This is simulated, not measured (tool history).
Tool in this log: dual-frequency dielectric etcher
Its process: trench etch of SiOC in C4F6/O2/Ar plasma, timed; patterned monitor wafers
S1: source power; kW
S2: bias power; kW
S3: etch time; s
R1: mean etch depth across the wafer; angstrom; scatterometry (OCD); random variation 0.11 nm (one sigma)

{"run": 1, "hour": 0.0, "S1": 0.29, "S2": 0.172, "S3": 9.5, "R1": 175.6}
{"run": 2, "hour": 7.0, "S1": 0.29, "S2": 0.149, "S3": 9.5, "R1": 165.1}
{"run": 3, "hour": 8.5, "S1": 0.29, "S2": 0.133, "S3": 9.5, "R1": 160.65}
{"run": 4, "hour": 10.2, "S1": 0.32, "S2": 0.15, "S3": 9.5, "R1": 171.21}
{"run": 5, "hour": 13.0, "S1": 0.32, "S2": 0.15, "S3": 9.5, "R1": 171.04}
{"run": 6, "hour": 18.3, "S1": 0.35, "S2": 0.15, "S3": 9.5, "R1": 176.45}
{"run": 7, "hour": 19.9, "S1": 0.35, "S2": 0.15, "S3": 9.5, "R1": 176.98}
{"run": 8, "hour": 27.5, "S1": 0.37, "S2": 0.164, "S3": 9.5, "R1": 184.95}

Forecast run 9:
{"run": 9, "hour": 30.7, "S1": 0.38, "S2": 0.176, "S3": 9.5, "R1": "?"}

{"run 9": {"R1": 191.6}}

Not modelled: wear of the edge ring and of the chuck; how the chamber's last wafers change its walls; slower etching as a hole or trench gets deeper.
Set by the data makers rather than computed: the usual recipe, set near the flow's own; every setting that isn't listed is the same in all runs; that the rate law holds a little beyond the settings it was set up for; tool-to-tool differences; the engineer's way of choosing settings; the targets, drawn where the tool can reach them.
